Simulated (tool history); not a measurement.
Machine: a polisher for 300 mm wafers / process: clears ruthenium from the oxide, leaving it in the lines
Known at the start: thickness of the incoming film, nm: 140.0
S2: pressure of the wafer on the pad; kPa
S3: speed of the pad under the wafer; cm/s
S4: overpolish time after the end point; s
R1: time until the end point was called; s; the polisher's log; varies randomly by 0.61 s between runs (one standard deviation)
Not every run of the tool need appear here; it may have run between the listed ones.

run 1 hour=0.0 | flow_of_slurry_(ml/min)=210 S2=19.3 S3=112 S4=26 | R1=75.924
run 2 hour=7.2 | flow_of_slurry_(ml/min)=210 S2=20.0 S3=112 S4=26 | R1=73.037
run 3 hour=10.9 | flow_of_slurry_(ml/min)=210 S2=20.0 S3=112 S4=26 | R1=73.474
run 4 hour=17.3 | flow_of_slurry_(ml/min)=210 S2=16.5 S3=112 S4=26 | R1=86.165
run 5 hour=24.5 | flow_of_slurry_(ml/min)=210 S2=17.9 S3=112 S4=26 | R1=82.328
run 6 hour=30.5 | flow_of_slurry_(ml/min)=210 S2=19.3 S3=112 S4=26 | R1=75.775
-- hour=32.7 head pressure recalibrated
run 7 hour=32.7 | flow_of_slurry_(ml/min)=210 S2=20.0 S3=112 S4=26 | R1=65.743
run 8 hour=37.2 | flow_of_slurry_(ml/min)=210 S2=20.7 S3=112 S4=26 | R1=62.363

Run 9 comes next. What will it give?
run 9 hour=40.2 | flow_of_slurry_(ml/min)=215 S2=26.2 S3=114 S4=26 | R1=?

{"run 9": {"R1": 49.967}}
